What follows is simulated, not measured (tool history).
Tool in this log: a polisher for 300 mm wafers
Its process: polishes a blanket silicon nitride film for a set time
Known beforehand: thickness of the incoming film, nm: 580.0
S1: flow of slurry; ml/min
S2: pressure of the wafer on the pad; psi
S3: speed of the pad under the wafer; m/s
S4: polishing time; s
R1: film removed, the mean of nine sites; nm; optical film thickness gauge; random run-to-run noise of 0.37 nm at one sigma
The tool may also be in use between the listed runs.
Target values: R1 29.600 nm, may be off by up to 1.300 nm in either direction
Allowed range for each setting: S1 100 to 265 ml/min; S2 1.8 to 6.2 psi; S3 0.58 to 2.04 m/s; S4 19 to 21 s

{"run": 1, "hour": 0.0, "S1": 170, "S2": 4.0, "S3": 1.3, "S4": 21, "R1": 39.473}
{"run": 2, "hour": 7.9, "S1": 170, "S2": 3.7, "S3": 1.3, "S4": 21, "R1": 37.014}
{"run": 3, "hour": 8.6, "S1": 170, "S2": 3.5, "S3": 1.3, "S4": 21, "R1": 35.315}
{"run": 4, "hour": 11.0, "S1": 170, "S2": 3.9, "S3": 1.3, "S4": 21, "R1": 38.868}
{"run": 5, "hour": 14.6, "S1": 170, "S2": 3.9, "S3": 1.48, "S4": 21, "R1": 42.199}
{"run": 6, "hour": 16.4, "S1": 170, "S2": 3.9, "S3": 1.48, "S4": 19, "R1": 37.539}
{"run": 7, "hour": 19.8, "S1": 170, "S2": 3.7, "S3": 1.46, "S4": 19, "R1": 36.098}
{"run": 8, "hour": 25.4, "S1": 170, "S2": 3.7, "S3": 1.46, "S4": 19, "R1": 35.394}

Below are 4 possible settings for the next run. Only one of them brings all results inside the allowed miss of their targets. Which is it?
{"run": "A", "hour": 31.0, "S1": 145, "S2": 4.3, "S3": 1.3, "S4": 21, "R1": "?"}
{"run": "B", "hour": 31.0, "S1": 205, "S2": 3.5, "S3": 1.46, "S4": 21, "R1": "?"}
{"run": "C", "hour": 31.0, "S1": 145, "S2": 2.5, "S3": 1.66, "S4": 21, "R1": "?"}
{"run": "D", "hour": 31.0, "S1": 145, "S2": 3.5, "S3": 1.38, "S4": 21, "R1": "?"}

move=A R1=40.581
move=B R1=38.324
move=C R1=29.511
move=D R1=35.020
A: its largest miss is bigger than the last run's
B: its largest miss is bigger than the last run's
C: every result lands within tolerance
D: an improvement on the last run, though not all results are within tolerance
Move C is the one to make.
